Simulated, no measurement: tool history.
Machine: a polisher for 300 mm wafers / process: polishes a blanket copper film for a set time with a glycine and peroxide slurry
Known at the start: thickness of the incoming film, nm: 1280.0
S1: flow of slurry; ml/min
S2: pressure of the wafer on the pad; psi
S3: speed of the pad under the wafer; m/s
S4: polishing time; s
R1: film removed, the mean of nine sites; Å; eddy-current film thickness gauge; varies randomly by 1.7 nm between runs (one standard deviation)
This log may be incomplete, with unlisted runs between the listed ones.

run	day	S1	S2	S3	S4	R1
1	0	315	2.5	0.8	61	2480.4
2	0.196	245	2.5	0.8	61	2406.4
3	0.317	245	2.2	0.8	61	2212.7
4	0.371	245	2.5	0.8	61	2413.5
5	0.638	280	2.5	0.8	61	2429.1
6	0.738	340	2.5	0.8	61	2512.5
7	1.1	335	2.2	0.8	61	2274.5

What does the tool deliver on the next run?
8	1.362	335	2	0.8	61	?

R1: 2161.3 Å
